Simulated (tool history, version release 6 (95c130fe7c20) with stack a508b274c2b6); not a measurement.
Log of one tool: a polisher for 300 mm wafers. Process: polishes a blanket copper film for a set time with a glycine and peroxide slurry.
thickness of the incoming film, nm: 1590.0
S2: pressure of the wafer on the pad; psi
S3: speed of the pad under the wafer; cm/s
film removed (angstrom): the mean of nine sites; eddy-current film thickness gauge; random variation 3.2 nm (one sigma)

{"run": 1, "hour": 0.0, "flow of slurry (ml/min)": 190, "S2": 3.2, "S3": 122, "polishing time (s)": 43, "film removed (angstrom)": 2734.1}
{"run": 2, "hour": 1.0, "flow of slurry (ml/min)": 190, "S2": 2.8, "S3": 122, "polishing time (s)": 43, "film removed (angstrom)": 2461.6}
{"run": 3, "hour": 8.5, "flow of slurry (ml/min)": 190, "S2": 2.8, "S3": 122, "polishing time (s)": 43, "film removed (angstrom)": 2446.4}
{"run": 4, "hour": 16.2, "flow of slurry (ml/min)": 190, "S2": 3.5, "S3": 122, "polishing time (s)": 43, "film removed (angstrom)": 2999.1}
{"run": 5, "hour": 20.0, "flow of slurry (ml/min)": 195, "S2": 3.6, "S3": 122, "polishing time (s)": 43, "film removed (angstrom)": 3048.2}
{"run": 6, "hour": 25.0, "flow of slurry (ml/min)": 195, "S2": 3.1, "S3": 122, "polishing time (s)": 43, "film removed (angstrom)": 2682.2}
{"run": 7, "hour": 31.9, "flow of slurry (ml/min)": 200, "S2": 3.3, "S3": 122, "polishing time (s)": 43, "film removed (angstrom)": 2871.9}

For run 8, what comes out?
{"run": 8, "hour": 36.6, "flow of slurry (ml/min)": 215, "S2": 3.4, "S3": 122, "polishing time (s)": 43, "film removed (angstrom)": "?"}

{"run 8": {"film removed (angstrom)": 2963.2}}
